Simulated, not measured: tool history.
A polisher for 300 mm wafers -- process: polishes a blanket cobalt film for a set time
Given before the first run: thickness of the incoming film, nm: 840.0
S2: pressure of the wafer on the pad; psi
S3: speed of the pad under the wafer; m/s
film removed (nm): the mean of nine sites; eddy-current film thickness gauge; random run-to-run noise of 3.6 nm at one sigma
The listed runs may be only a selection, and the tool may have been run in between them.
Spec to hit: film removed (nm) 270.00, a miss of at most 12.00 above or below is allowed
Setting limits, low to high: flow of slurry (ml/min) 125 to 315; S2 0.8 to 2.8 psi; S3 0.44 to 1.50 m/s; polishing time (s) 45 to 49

{"run": 1, "hour": 0.0, "flow of slurry (ml/min)": 205, "S2": 1.8, "S3": 0.96, "polishing time (s)": 49, "film removed (nm)": 179.9}
{"run": 2, "hour": 6.9, "flow of slurry (ml/min)": 205, "S2": 1.9, "S3": 0.96, "polishing time (s)": 49, "film removed (nm)": 190.1}
{"run": 3, "hour": 15.0, "flow of slurry (ml/min)": 205, "S2": 2.0, "S3": 0.96, "polishing time (s)": 49, "film removed (nm)": 201.21}
{"run": 4, "hour": 20.4, "flow of slurry (ml/min)": 205, "S2": 1.8, "S3": 0.96, "polishing time (s)": 49, "film removed (nm)": 177.62}
{"run": 5, "hour": 21.0, "flow of slurry (ml/min)": 250, "S2": 1.8, "S3": 0.96, "polishing time (s)": 49, "film removed (nm)": 181.75}
{"run": 6, "hour": 29.1, "flow of slurry (ml/min)": 250, "S2": 1.9, "S3": 0.96, "polishing time (s)": 49, "film removed (nm)": 195.03}
{"run": 7, "hour": 30.2, "flow of slurry (ml/min)": 250, "S2": 2.0, "S3": 0.96, "polishing time (s)": 49, "film removed (nm)": 206.43}
{"run": 8, "hour": 38.4, "flow of slurry (ml/min)": 250, "S2": 2.1, "S3": 0.96, "polishing time (s)": 49, "film removed (nm)": 220.44}

Next run, 5 choices. One meets every target within its allowed miss, the rest don't. Which?
{"run": "A", "hour": 46.6, "flow of slurry (ml/min)": 280, "S2": 2.4, "S3": 1.14, "polishing time (s)": 47, "film removed (nm)": "?"}
{"run": "B", "hour": 46.6, "flow of slurry (ml/min)": 195, "S2": 2.1, "S3": 1.14, "polishing time (s)": 49, "film removed (nm)": "?"}
{"run": "C", "hour": 46.6, "flow of slurry (ml/min)": 250, "S2": 2.2, "S3": 1.0, "polishing time (s)": 49, "film removed (nm)": "?"}
{"run": "D", "hour": 46.6, "flow of slurry (ml/min)": 275, "S2": 2.2, "S3": 0.98, "polishing time (s)": 49, "film removed (nm)": "?"}
{"run": "E", "hour": 46.6, "flow of slurry (ml/min)": 260, "S2": 2.3, "S3": 0.84, "polishing time (s)": 46, "film removed (nm)": "?"}

move=A film_removed_(nm)=278.84
move=B film_removed_(nm)=245.02
move=C film_removed_(nm)=235.98
move=D film_removed_(nm)=234.21
move=E film_removed_(nm)=200.74
A: all results in spec
B: gains on the last run, yet a result remains outside its allowed miss
C: gains on the last run, yet a result remains outside its allowed miss
D: gains on the last run, yet a result remains outside its allowed miss
E: further off than the last run
Go with A: it meets all targets.

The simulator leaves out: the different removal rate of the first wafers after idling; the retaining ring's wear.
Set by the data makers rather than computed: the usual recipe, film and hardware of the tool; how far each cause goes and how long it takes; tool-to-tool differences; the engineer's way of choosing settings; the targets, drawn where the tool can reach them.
